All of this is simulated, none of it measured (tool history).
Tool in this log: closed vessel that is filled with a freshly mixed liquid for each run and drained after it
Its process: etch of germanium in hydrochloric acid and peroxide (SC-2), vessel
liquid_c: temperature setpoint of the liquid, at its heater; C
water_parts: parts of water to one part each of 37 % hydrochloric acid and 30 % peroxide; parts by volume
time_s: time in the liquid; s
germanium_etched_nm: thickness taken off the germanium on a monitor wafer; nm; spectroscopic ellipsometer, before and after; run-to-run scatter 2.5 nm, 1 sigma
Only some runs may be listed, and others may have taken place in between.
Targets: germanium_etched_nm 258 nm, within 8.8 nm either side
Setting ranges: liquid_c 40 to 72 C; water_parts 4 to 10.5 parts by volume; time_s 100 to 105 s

run  hour  liquid_c  water_parts  time_s  germanium_etched_nm
  1     0        56          5.5     100               314.61
  2   3.5      55.5          5.5     100               306.38
  3   5.7        51          5.5     100               270.48
  4   8.6        55          5.5     100               303.65
  5  13.5      54.5          5.5     100               299.12
  6  22.2        54          5.5     100               294.09
  7  31.3      53.5          5.5     100               290.09
  8  39.9        53          5.5     100                288.4
  9  41.5      52.5          5.5     100               278.57
 10    49      52.5          5.5     100               281.83
 11  54.9        52          5.5     100                276.3

Exercise: of the 5 proposed moves below, exactly one satisfies all targets within the stated allowed misses. Which move is it?
  A  60.8      47.5          6.5     100                    ?
  B  60.8      48.5            8     105                    ?
  C  60.8      52.5            4     100                    ?
  D  60.8      52.5          5.5     100                    ?
  E  60.8        54            6     105                    ?

move  germanium_etched_nm
   A               240.72
   B               258.08
   C               286.34
   D               284.41
   E               311.98
A: takes the result that was furthest off past its target
B: every result lands within tolerance
C: moves away from the targets compared with the last run
D: moves away from the targets compared with the last run
E: moves away from the targets compared with the last run
B is the move that brings every result within its allowed miss.
